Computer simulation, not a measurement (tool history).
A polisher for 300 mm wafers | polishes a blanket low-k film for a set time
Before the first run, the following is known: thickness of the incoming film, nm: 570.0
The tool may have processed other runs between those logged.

run    day  flow of slurry (ml/min)  pressure of the wafer on the pad (psi)  speed of the pad under the wafer (cm/s)  abrasive content of the slurry  polishing time (s)  film removed (angstrom)
  1  0.000                      240                                     1.7                                      114                             1.0                 101                   395.83
  2  0.079                      240                                     1.5                                      110                             1.0                 101                   348.54
  3  0.188                      275                                     1.5                                      110                             1.0                 101                   346.88
  4  0.250                      275                                     1.5                                      130                             1.0                 101                   394.71
  5  0.562                      275                                     1.3                                      120                             1.0                 101                   317.69
  6  0.867                      275                                     1.3                                      120                             1.1                 101                   334.47

For run 7, what comes out?
  7  1.233                      275                                     1.2                                      114                             1.1                 101                        ?

{"run 7": {"film removed (angstrom)": 287.78}}
